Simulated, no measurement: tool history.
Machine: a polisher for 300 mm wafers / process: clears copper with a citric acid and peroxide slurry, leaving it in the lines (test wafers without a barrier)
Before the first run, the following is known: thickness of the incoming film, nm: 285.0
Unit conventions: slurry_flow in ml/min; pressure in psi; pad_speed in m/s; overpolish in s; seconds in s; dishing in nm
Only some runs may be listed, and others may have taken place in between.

Run 1, hour 0.0: slurry_flow 200 ml/min, pressure 2.7 psi, pad_speed 0.92 m/s, slurry_solids 1.0, overpolish 9 s. Result: seconds 192.74 s, dishing 9.3869 nm.
Run 2, hour 3.8: slurry_flow 200 ml/min, pressure 2.7 psi, pad_speed 0.92 m/s, slurry_solids 1.0, overpolish 12 s. Result: seconds 191.84 s, dishing 12.5920 nm.
Run 3, hour 6.3: slurry_flow 200 ml/min, pressure 3.0 psi, pad_speed 0.92 m/s, slurry_solids 1.0, overpolish 12 s. Result: seconds 180.41 s, dishing 13.4060 nm.
Run 4, hour 13.1: slurry_flow 200 ml/min, pressure 2.4 psi, pad_speed 0.92 m/s, slurry_solids 1.0, overpolish 12 s. Result: seconds 211.82 s, dishing 11.6600 nm.
Run 5, hour 19.3: slurry_flow 200 ml/min, pressure 2.4 psi, pad_speed 1.00 m/s, slurry_solids 1.0, overpolish 12 s. Result: seconds 194.57 s, dishing 11.6850 nm.
Run 6, hour 26.6: slurry_flow 200 ml/min, pressure 1.8 psi, pad_speed 1.00 m/s, slurry_solids 1.0, overpolish 12 s. Result: seconds 237.93 s, dishing 10.1310 nm.
Run 7, hour 28.4: slurry_flow 200 ml/min, pressure 2.0 psi, pad_speed 1.00 m/s, slurry_solids 1.0, overpolish 12 s. Result: seconds 212.83 s, dishing 10.7240 nm.

Expected results for the next run?
At hour 31.0: worn pad replaced by a new one.
Run 8, hour 31.0: slurry_flow 200 ml/min, pressure 2.2 psi, pad_speed 1.00 m/s, slurry_solids 1.0, overpolish 12 s. Result: seconds ?, dishing ?.

{"run 8": {"seconds": 176.31, "dishing": 12.925}}

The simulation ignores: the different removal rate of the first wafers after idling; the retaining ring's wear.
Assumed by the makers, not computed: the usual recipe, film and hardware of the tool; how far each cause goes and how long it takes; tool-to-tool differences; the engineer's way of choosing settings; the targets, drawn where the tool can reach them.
